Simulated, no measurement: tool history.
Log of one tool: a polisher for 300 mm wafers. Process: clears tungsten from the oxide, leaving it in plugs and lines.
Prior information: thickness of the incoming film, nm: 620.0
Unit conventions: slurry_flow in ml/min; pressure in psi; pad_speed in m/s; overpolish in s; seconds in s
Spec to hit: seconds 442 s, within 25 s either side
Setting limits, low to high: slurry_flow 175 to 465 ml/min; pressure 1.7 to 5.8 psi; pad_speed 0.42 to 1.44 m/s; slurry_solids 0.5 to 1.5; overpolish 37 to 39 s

run 1 hour=0 | slurry_flow=295 pressure=3.7 pad_speed=0.92 slurry_solids=1 overpolish=37 | seconds=168.46
run 2 hour=3.2 | slurry_flow=295 pressure=3.7 pad_speed=0.92 slurry_solids=1 overpolish=39 | seconds=174.09
run 3 hour=11.3 | slurry_flow=295 pressure=3.4 pad_speed=0.86 slurry_solids=1 overpolish=39 | seconds=198.29
run 4 hour=16.4 | slurry_flow=295 pressure=3.4 pad_speed=0.66 slurry_solids=1 overpolish=39 | seconds=251.8
run 5 hour=19.8 | slurry_flow=295 pressure=3.1 pad_speed=0.64 slurry_solids=1 overpolish=39 | seconds=279.29
run 6 hour=23.3 | slurry_flow=295 pressure=2.9 pad_speed=0.62 slurry_solids=1 overpolish=39 | seconds=301.21
run 7 hour=28.5 | slurry_flow=295 pressure=2.7 pad_speed=0.6 slurry_solids=1 overpolish=39 | seconds=341.08
run 8 hour=30.8 | slurry_flow=295 pressure=2.6 pad_speed=0.6 slurry_solids=1 overpolish=39 | seconds=343.16
run 9 hour=36.7 | slurry_flow=295 pressure=1.7 pad_speed=0.56 slurry_solids=1 overpolish=39 | seconds=552.94
run 10 hour=43.3 | slurry_flow=295 pressure=1.8 pad_speed=0.56 slurry_solids=1 overpolish=39 | seconds=533.64
run 11 hour=45.7 | slurry_flow=295 pressure=1.8 pad_speed=0.56 slurry_solids=1 overpolish=39 | seconds=527.98
run 12 hour=51.4 | slurry_flow=295 pressure=1.9 pad_speed=0.56 slurry_solids=1 overpolish=39 | seconds=496.46

4 candidate next runs follow, results not yet known. Just one meets every target within its allowed miss. Identify it.
run A hour=57.1 | slurry_flow=260 pressure=2.1 pad_speed=0.56 slurry_solids=1.05 overpolish=39 | seconds=?
run B hour=57.1 | slurry_flow=275 pressure=2.3 pad_speed=0.42 slurry_solids=1.2 overpolish=39 | seconds=?
run C hour=57.1 | slurry_flow=410 pressure=1.7 pad_speed=0.62 slurry_solids=0.75 overpolish=37 | seconds=?
run D hour=57.1 | slurry_flow=255 pressure=2 pad_speed=0.54 slurry_solids=0.9 overpolish=39 | seconds=?

move=A seconds=451.93
move=B seconds=496.63
move=C seconds=536.23
move=D seconds=508.04
A: hits every target within its allowed miss
B: roughly where the last run was
C: lands further from the targets than the last run did
D: lands further from the targets than the last run did
Correct choice: A, which meets every target
